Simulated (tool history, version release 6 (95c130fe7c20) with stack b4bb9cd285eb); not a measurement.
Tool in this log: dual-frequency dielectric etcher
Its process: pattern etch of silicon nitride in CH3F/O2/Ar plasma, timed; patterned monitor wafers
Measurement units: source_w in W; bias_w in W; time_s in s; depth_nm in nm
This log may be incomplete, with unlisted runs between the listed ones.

run,day,source_w,bias_w,time_s,depth_nm
1,0.000,400,77,27.5,20.310
2,0.312,340,77,27.5,19.079
3,0.588,360,78,27.5,19.598
4,0.892,380,79,27.5,20.174
5,1.200,380,79,27.5,20.082
6,1.388,380,91,27.5,21.752

The next listed run, before its measurement:
7,1.633,390,91,27.5,?

depth_nm: 22.059 nm
